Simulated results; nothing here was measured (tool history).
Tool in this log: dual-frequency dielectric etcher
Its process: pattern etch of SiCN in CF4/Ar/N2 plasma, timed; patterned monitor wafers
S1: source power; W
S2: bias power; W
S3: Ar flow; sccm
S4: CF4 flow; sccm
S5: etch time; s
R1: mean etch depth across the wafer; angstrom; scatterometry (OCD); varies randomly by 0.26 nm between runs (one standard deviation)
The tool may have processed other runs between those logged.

run 1 hour=0 | S1=490 S2=85 S3=88 S4=61 S5=66.5 | R1=615.97
run 2 hour=5.9 | S1=500 S2=85 S3=88 S4=61 S5=66.5 | R1=619.13
run 3 hour=11.7 | S1=510 S2=85 S3=88 S4=61 S5=66.5 | R1=625.83
run 4 hour=13.7 | S1=520 S2=85 S3=88 S4=61 S5=66.5 | R1=629.49
run 5 hour=21.8 | S1=520 S2=98 S3=88 S4=61 S5=66.5 | R1=672.87
run 6 hour=24.8 | S1=520 S2=105 S3=88 S4=61 S5=66.5 | R1=690.71
run 7 hour=33.3 | S1=530 S2=105 S3=88 S4=61 S5=66.5 | R1=698.19

Run 8 is up next; what results do you expect?
run 8 hour=35.9 | S1=540 S2=105 S3=88 S4=61 S5=66.5 | R1=?

Run 8 came out at R1 701.19 angstrom.

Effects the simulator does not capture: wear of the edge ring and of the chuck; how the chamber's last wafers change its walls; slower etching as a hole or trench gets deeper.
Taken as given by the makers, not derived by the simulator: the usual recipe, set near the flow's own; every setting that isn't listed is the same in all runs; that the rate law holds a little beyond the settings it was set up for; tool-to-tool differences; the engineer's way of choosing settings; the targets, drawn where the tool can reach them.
